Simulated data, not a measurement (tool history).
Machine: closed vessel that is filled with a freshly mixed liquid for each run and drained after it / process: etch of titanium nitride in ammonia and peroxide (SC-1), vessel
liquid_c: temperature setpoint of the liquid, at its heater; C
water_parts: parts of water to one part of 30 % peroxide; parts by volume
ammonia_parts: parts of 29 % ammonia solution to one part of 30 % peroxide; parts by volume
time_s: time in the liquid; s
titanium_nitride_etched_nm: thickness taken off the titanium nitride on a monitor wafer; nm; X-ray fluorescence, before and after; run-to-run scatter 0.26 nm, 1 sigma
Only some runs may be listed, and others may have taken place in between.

| run | day | liquid_c | water_parts | ammonia_parts | time_s | titanium_nitride_etched_nm |
|---|---|---|---|---|---|---|
| 1 | 0 | 55 | 21 | 0.7 | 870 | 41.3 |
| 2 | 0.046 | 54 | 21 | 0.7 | 870 | 38.587 |
| 3 | 0.283 | 58 | 21 | 0.7 | 870 | 49.91 |
| 4 | 0.592 | 58 | 21 | 0.85 | 870 | 51.937 |
|  | 0.771 | new drum of ammonia solution connected |
| 5 | 0.771 | 58 | 21 | 0.85 | 870 | 52.799 |
| 6 | 0.921 | 56 | 21 | 0.85 | 870 | 46.961 |
| 7 | 1.112 | 54.5 | 21 | 0.85 | 870 | 42.195 |

Forecast run 8:
| 8 | 1.267 | 53.5 | 21 | 0.85 | 870 | ? |

titanium_nitride_etched_nm: 39.384 nm

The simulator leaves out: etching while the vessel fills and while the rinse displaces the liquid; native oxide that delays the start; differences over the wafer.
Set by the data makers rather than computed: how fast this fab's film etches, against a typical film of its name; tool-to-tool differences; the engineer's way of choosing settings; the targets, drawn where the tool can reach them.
